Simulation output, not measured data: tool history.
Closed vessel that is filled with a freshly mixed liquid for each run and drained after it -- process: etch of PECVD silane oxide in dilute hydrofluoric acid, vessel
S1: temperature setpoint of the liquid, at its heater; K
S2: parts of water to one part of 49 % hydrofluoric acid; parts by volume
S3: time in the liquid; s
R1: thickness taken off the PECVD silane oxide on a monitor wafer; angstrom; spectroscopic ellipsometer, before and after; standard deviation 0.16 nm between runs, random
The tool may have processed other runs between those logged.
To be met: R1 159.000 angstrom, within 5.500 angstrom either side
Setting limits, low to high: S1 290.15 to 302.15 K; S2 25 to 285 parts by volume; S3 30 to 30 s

| run | hour | S1 | S2 | S3 | R1 |
|---|---|---|---|---|---|
| 1 | 0.0 | 294.15 | 155 | 30 | 49.555 |
| 2 | 1.8 | 292.65 | 155 | 30 | 47.404 |
| 3 | 6.6 | 294.15 | 135 | 30 | 57.444 |
| 4 | 11.3 | 295.15 | 120 | 30 | 69.161 |
| 5 | 18.4 | 295.15 | 80 | 30 | 111.570 |
|  | 20.4 | thermometer replaced |
| 6 | 20.4 | 292.15 | 80 | 30 | 88.326 |
| 7 | 23.4 | 296.15 | 75 | 30 | 114.010 |
| 8 | 27.7 | 297.15 | 75 | 30 | 116.670 |

Of the 5 settings listed for the next run, only one would bring every result within its allowed miss of target. Which one?
| A | 32.0 | 298.65 | 60 | 30 | ? |
| B | 32.0 | 290.15 | 95 | 30 | ? |
| C | 32.0 | 298.65 | 50 | 30 | ? |
| D | 32.0 | 294.15 | 95 | 30 | ? |
| E | 32.0 | 294.65 | 65 | 30 | ? |

| move | R1 |
|---|---|
| A | 163.510 |
| B | 69.737 |
| C | 198.910 |
| D | 82.354 |
| E | 127.320 |
A: every result within its allowed miss
B: further off than the last run
C: takes the biggest miss from the last run beyond its target
D: further off than the last run
E: closer than the last run, but not yet in spec
The right move is A.

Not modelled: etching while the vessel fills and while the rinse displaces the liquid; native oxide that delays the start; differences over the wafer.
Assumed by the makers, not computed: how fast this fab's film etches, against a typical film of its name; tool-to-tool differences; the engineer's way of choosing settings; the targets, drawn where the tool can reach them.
